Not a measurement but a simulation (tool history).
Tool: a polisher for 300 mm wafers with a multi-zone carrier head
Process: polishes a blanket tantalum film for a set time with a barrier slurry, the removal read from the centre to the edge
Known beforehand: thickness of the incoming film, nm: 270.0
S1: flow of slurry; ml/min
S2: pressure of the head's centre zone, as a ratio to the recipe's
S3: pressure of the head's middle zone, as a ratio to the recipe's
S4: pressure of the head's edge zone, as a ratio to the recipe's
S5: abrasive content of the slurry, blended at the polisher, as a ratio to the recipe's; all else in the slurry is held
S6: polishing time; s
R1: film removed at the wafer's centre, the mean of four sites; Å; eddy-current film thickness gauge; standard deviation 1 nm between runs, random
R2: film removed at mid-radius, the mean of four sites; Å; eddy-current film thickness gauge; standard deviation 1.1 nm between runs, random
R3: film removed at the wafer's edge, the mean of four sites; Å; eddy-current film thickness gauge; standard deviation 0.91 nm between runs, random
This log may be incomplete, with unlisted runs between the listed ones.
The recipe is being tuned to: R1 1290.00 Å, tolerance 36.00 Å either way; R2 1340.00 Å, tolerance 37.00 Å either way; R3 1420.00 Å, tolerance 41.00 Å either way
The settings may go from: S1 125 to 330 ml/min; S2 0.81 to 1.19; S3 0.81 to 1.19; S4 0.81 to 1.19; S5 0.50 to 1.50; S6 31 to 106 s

| run | day | S1 | S2 | S3 | S4 | S5 | S6 | R1 | R2 | R3 |
|---|---|---|---|---|---|---|---|---|---|---|
| 1 | 0.000 | 210 | 1.00 | 1.00 | 1.00 | 1.00 | 68 | 851.68 | 874.50 | 888.74 |
| 2 | 0.342 | 215 | 1.00 | 1.01 | 1.03 | 1.10 | 71 | 918.64 | 957.07 | 975.40 |
| 3 | 0.438 | 215 | 1.06 | 1.01 | 1.03 | 1.10 | 71 | 978.53 | 942.08 | 956.20 |
| 4 | 0.596 | 215 | 1.06 | 1.01 | 1.11 | 1.10 | 71 | 999.17 | 944.50 | 1007.90 |
| 5 | 0.938 | 220 | 1.05 | 1.02 | 1.13 | 1.20 | 73 | 1023.20 | 997.17 | 1083.90 |
|  | 1.054 | slurry nozzle cleaned |
| 6 | 1.054 | 220 | 1.05 | 1.08 | 1.13 | 1.20 | 73 | 1060.10 | 1098.00 | 1080.20 |
| 7 | 1.417 | 225 | 1.05 | 1.08 | 1.14 | 1.25 | 75 | 1105.00 | 1138.10 | 1142.00 |
| 8 | 1.529 | 225 | 1.05 | 1.08 | 1.14 | 1.25 | 75 | 1088.30 | 1127.20 | 1138.70 |
| 9 | 1.604 | 235 | 1.05 | 1.08 | 1.15 | 1.30 | 76 | 1140.30 | 1142.40 | 1185.20 |
| 10 | 1.788 | 245 | 1.04 | 1.09 | 1.16 | 1.35 | 77 | 1159.40 | 1220.20 | 1217.80 |
| 11 | 1.817 | 235 | 1.04 | 1.09 | 1.16 | 1.40 | 79 | 1194.50 | 1239.20 | 1250.80 |
| 12 | 2.133 | 245 | 1.03 | 1.09 | 1.17 | 1.40 | 80 | 1196.30 | 1267.40 | 1280.80 |
| 13 | 2.488 | 250 | 1.03 | 1.08 | 1.17 | 1.40 | 81 | 1207.50 | 1273.80 | 1282.60 |

Below are 4 possible settings for the next run. Only one of them brings all results inside the allowed miss of their targets. Which is it?
| A | 2.842 | 275 | 0.90 | 1.01 | 1.15 | 1.50 | 81 | ? | ? | ? |
| B | 2.842 | 245 | 0.95 | 1.09 | 1.19 | 1.50 | 87 | ? | ? | ? |
| C | 2.842 | 265 | 0.99 | 1.03 | 1.16 | 1.25 | 91 | ? | ? | ? |
| D | 2.842 | 265 | 0.97 | 1.19 | 1.14 | 1.40 | 84 | ? | ? | ? |

| move | R1 | R2 | R3 |
|---|---|---|---|
| A | 1082.80 | 1217.60 | 1300.10 |
| B | 1212.10 | 1377.80 | 1406.90 |
| C | 1281.10 | 1330.30 | 1405.00 |
| D | 1189.90 | 1425.90 | 1315.80 |
A: misses by more than the last run did
B: gets the furthest-off result to its target, but another result is out of tolerance
C: all results in spec
D: an improvement on the last run, though not all results are within tolerance
Correct choice: C, which meets every target

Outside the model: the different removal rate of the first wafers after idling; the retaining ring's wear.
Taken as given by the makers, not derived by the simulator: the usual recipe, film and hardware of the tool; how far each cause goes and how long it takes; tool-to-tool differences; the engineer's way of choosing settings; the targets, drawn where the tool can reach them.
